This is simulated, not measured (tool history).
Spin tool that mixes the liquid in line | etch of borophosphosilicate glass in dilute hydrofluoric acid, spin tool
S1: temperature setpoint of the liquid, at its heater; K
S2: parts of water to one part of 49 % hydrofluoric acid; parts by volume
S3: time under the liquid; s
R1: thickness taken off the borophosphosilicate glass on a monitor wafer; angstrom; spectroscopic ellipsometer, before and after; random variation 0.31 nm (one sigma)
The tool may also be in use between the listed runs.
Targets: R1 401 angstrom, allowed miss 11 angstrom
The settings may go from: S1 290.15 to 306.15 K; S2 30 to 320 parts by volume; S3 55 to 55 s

{"run": 1, "hour": 0.0, "S1": 298.15, "S2": 175, "S3": 55, "R1": 229.67}
{"run": 2, "hour": 6.9, "S1": 299.15, "S2": 170, "S3": 55, "R1": 241.23}
{"run": 3, "hour": 12.7, "S1": 299.15, "S2": 135, "S3": 55, "R1": 319.11}
{"run": 4, "hour": 14.8, "S1": 299.65, "S2": 135, "S3": 55, "R1": 326.66}
{"run": 5, "hour": 17.2, "S1": 299.65, "S2": 135, "S3": 55, "R1": 325.12}
{"run": 6, "hour": 26.2, "S1": 299.65, "S2": 85, "S3": 55, "R1": 560.4}
{"run": 7, "hour": 27.5, "S1": 298.65, "S2": 85, "S3": 55, "R1": 522.74}
{"run": 8, "hour": 34.6, "S1": 294.65, "S2": 85, "S3": 55, "R1": 455.92}
{"run": 9, "hour": 37.4, "S1": 294.15, "S2": 85, "S3": 55, "R1": 447.71}
{"run": 10, "hour": 39.8, "S1": 293.65, "S2": 85, "S3": 55, "R1": 430.91}
{"run": 11, "hour": 42.4, "S1": 292.65, "S2": 85, "S3": 55, "R1": 418.57}

Which of these 5 next moves meets every target?
{"run": "A", "hour": 45.0, "S1": 292.15, "S2": 80, "S3": 55, "R1": "?"}
{"run": "B", "hour": 45.0, "S1": 296.15, "S2": 95, "S3": 55, "R1": "?"}
{"run": "C", "hour": 45.0, "S1": 293.65, "S2": 85, "S3": 55, "R1": "?"}
{"run": "D", "hour": 45.0, "S1": 294.65, "S2": 90, "S3": 55, "R1": "?"}
{"run": "E", "hour": 45.0, "S1": 293.15, "S2": 90, "S3": 55, "R1": "?"}

move=A R1=433.2
move=B R1=422.44
move=C R1=431.52
move=D R1=422.16
move=E R1=396.93
A: further off than the last run
B: further off than the last run
C: further off than the last run
D: further off than the last run
E: meets every target
The right move is E.

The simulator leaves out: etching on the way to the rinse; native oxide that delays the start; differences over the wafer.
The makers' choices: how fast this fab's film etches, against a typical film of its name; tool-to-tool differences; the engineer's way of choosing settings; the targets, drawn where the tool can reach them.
